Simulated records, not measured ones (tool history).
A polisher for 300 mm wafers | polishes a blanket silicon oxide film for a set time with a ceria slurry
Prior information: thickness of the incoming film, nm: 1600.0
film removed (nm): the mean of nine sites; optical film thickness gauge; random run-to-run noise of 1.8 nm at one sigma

run,hour,flow of slurry (ml/min),pressure of the wafer on the pad (kPa),speed of the pad under the wafer (m/s),polishing time (s),film removed (nm)
1,0,170,13.8,1.38,91,330.41
2,6.1,170,10.3,1.38,91,252.58
3,8.6,170,10.3,1.38,96,262.26
4,11.3,170,9.7,1.38,96,247.1
5,12,170,9.7,1.38,91,232.84
6,18.2,170,9,1.38,91,216.6
7,23.1,160,8.3,1.38,91,200.63
8,27.7,155,8.3,1.38,91,203.71
9,33.5,155,8.3,1.38,91,198.87
10,37.1,150,8.3,1.38,91,199.52
11,41.1,145,8.3,1.38,91,194.7
12,48.1,135,8.3,1.38,91,193.31
13,49.7,130,8.3,1.38,91,195.02

Forecast run 14:
14,53.6,125,8.3,1.38,91,?

film removed (nm): 195.08
